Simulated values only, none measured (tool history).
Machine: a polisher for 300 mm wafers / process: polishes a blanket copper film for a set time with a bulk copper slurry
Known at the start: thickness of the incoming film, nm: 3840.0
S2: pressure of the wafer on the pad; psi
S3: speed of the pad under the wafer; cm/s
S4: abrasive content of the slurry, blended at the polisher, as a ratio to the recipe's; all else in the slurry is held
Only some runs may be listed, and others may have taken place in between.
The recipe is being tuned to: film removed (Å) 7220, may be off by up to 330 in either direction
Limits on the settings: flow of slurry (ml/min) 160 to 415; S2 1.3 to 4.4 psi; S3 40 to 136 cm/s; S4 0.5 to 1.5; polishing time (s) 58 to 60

{"run": 1, "hour": 0.0, "flow of slurry (ml/min)": 265, "S2": 2.8, "S3": 88, "S4": 1, "polishing time (s)": 58, "film removed (Å)": 4901.3}
{"run": 2, "hour": 4.2, "flow of slurry (ml/min)": 265, "S2": 3, "S3": 88, "S4": 1, "polishing time (s)": 58, "film removed (Å)": 5037.7}
{"run": 3, "hour": 11.9, "flow of slurry (ml/min)": 265, "S2": 2.3, "S3": 88, "S4": 1, "polishing time (s)": 58, "film removed (Å)": 4215.2}
{"run": 4, "hour": 15.8, "flow of slurry (ml/min)": 265, "S2": 2.6, "S3": 88, "S4": 1, "polishing time (s)": 58, "film removed (Å)": 4589.4}
{"run": 5, "hour": 20.0, "flow of slurry (ml/min)": 265, "S2": 2.6, "S3": 88, "S4": 1, "polishing time (s)": 58, "film removed (Å)": 4565}
{"run": 6, "hour": 28.4, "flow of slurry (ml/min)": 265, "S2": 2.6, "S3": 78, "S4": 1, "polishing time (s)": 58, "film removed (Å)": 4061.7}
{"hour": 31.1, "done": "head pressure recalibrated"}
{"run": 7, "hour": 31.1, "flow of slurry (ml/min)": 265, "S2": 2.9, "S3": 80, "S4": 1, "polishing time (s)": 58, "film removed (Å)": 4869.7}
{"run": 8, "hour": 39.8, "flow of slurry (ml/min)": 265, "S2": 3.1, "S3": 80, "S4": 1, "polishing time (s)": 58, "film removed (Å)": 5101.7}
{"run": 9, "hour": 42.8, "flow of slurry (ml/min)": 265, "S2": 3.3, "S3": 80, "S4": 1, "polishing time (s)": 58, "film removed (Å)": 5372.9}
{"run": 10, "hour": 45.4, "flow of slurry (ml/min)": 265, "S2": 3.5, "S3": 80, "S4": 1, "polishing time (s)": 58, "film removed (Å)": 5675.1}

Next run, 5 choices. One meets every target within its allowed miss, the rest don't. Which?
{"run": "A", "hour": 48.0, "flow of slurry (ml/min)": 250, "S2": 4.1, "S3": 86, "S4": 1, "polishing time (s)": 60, "film removed (Å)": "?"}
{"run": "B", "hour": 48.0, "flow of slurry (ml/min)": 245, "S2": 3.3, "S3": 64, "S4": 0.7, "polishing time (s)": 60, "film removed (Å)": "?"}
{"run": "C", "hour": 48.0, "flow of slurry (ml/min)": 240, "S2": 2.5, "S3": 84, "S4": 1, "polishing time (s)": 58, "film removed (Å)": "?"}
{"run": "D", "hour": 48.0, "flow of slurry (ml/min)": 230, "S2": 4.3, "S3": 94, "S4": 0.9, "polishing time (s)": 60, "film removed (Å)": "?"}
{"run": "E", "hour": 48.0, "flow of slurry (ml/min)": 325, "S2": 4.3, "S3": 74, "S4": 0.95, "polishing time (s)": 60, "film removed (Å)": "?"}

move=A film_removed_(Å)=7047
move=B film_removed_(Å)=4104.7
move=C film_removed_(Å)=4452
move=D film_removed_(Å)=7769.8
move=E film_removed_(Å)=6400.3
A: every result within its allowed miss
B: misses by more than the last run did
C: misses by more than the last run did
D: pushes the last run's worst result past its target
E: closer than the last run, but not yet in spec
A meets every target.

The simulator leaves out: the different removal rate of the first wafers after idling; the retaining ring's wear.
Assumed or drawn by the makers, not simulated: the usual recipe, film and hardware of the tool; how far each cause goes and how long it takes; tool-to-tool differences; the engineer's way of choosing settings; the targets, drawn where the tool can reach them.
